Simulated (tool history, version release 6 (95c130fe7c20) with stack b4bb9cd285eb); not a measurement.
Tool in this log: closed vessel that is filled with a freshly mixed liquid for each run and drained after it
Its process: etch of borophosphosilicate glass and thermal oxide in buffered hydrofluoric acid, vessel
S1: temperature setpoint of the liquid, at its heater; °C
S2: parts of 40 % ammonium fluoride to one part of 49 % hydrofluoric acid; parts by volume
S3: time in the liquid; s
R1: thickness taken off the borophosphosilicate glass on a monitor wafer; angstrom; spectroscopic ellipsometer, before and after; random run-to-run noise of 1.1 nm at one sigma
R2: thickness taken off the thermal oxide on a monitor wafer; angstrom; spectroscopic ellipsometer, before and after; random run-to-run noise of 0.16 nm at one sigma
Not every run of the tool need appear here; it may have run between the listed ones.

run,day,S1,S2,S3,R1,R2
1,0.000,23.0,17.0,60,1136.00,363.55
2,0.158,23.5,17.0,60,1172.40,369.70
3,0.475,23.5,21.5,60,955.87,302.15
4,0.600,25.0,21.5,60,1035.90,326.94
5,0.812,25.0,21.5,50,864.54,274.99
6,1.162,26.5,21.0,50,948.32,301.47
7,1.221,27.5,20.5,50,1026.10,320.66

Run 8, settings as shown, results not yet in. Your forecast:
8,1.296,27.5,20.5,50,?,?

R1: 1020.80 angstrom
R2: 320.29 angstrom
